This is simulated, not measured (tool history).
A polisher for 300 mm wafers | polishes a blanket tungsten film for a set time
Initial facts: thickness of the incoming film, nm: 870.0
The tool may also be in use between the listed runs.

run	hour	flow of slurry (ml/min)	pressure of the wafer on the pad (kPa)	speed of the pad under the wafer (m/s)	abrasive content of the slurry	polishing time (s)	film removed (nm)
1	0.0	185	16.5	1.04	1.0	48	160.49
2	7.9	185	16.5	0.94	1.0	48	147.80
3	16.9	185	16.5	0.94	0.8	48	139.65
4	19.0	185	19.3	0.94	0.8	48	159.22
5	20.9	185	19.3	0.94	0.8	50	168.46
6	29.7	185	19.3	0.94	0.6	50	156.02
7	30.7	190	20.0	0.94	0.6	50	164.80

Expected results for the next run?
8	34.4	200	20.7	0.94	0.6	50	?

film removed (nm): 169.39
